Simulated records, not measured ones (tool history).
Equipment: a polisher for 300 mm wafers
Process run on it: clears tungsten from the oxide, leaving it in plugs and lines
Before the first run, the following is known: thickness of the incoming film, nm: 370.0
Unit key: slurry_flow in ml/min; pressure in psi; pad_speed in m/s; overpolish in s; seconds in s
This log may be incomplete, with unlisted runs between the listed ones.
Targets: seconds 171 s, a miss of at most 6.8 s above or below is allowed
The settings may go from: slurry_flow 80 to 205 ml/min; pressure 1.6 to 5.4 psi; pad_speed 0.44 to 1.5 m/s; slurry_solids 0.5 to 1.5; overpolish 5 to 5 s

run  hour  slurry_flow  pressure  pad_speed  slurry_solids  overpolish  seconds
  1     0          135       3.5       0.96              1           5   84.534
  2   8.3          135       3.1       0.94              1           5   97.017
  3  15.4          135       3.5       0.94              1           5   86.682
  4  15.9          135       3.5       0.94              1           5   86.306
  5  24.1          135       3.1       0.92              1           5   97.832
  6  30.9          135       2.8       0.88              1           5   114.12
  7  37.5          135       2.8       0.88              1           5   109.92
  8  45.7          135       2.5       0.86              1           5    127.8
  9  52.1          135       2.3       0.86              1           5   138.61
 10  57.2          135       2.2       0.86              1           5   145.56
 11  62.5          135       2.1       0.86              1           5   151.15
 12  68.5          135         2       0.86              1           5   158.58

Which single option among these 5 for the next run brings every result within its allowed miss of target? Just one does.
  A  74.5          130       2.3       0.74           1.05           5        ?
  B  74.5          125       2.4       0.74              1           5        ?
  C  74.5          150       2.3        0.6            0.9           5        ?
  D  74.5          120       1.8       0.74            1.2           5        ?
  E  74.5          140       2.7       0.58            0.9           5        ?

move  seconds
   A   154.61
   B   150.87
   C   187.69
   D   191.34
   E   167.04
A: lands further from the targets than the last run did
B: lands further from the targets than the last run did
C: takes the biggest miss from the last run beyond its target
D: takes the biggest miss from the last run beyond its target
E: each result inside its tolerance
So the answer is move E, the one that meets all the targets.

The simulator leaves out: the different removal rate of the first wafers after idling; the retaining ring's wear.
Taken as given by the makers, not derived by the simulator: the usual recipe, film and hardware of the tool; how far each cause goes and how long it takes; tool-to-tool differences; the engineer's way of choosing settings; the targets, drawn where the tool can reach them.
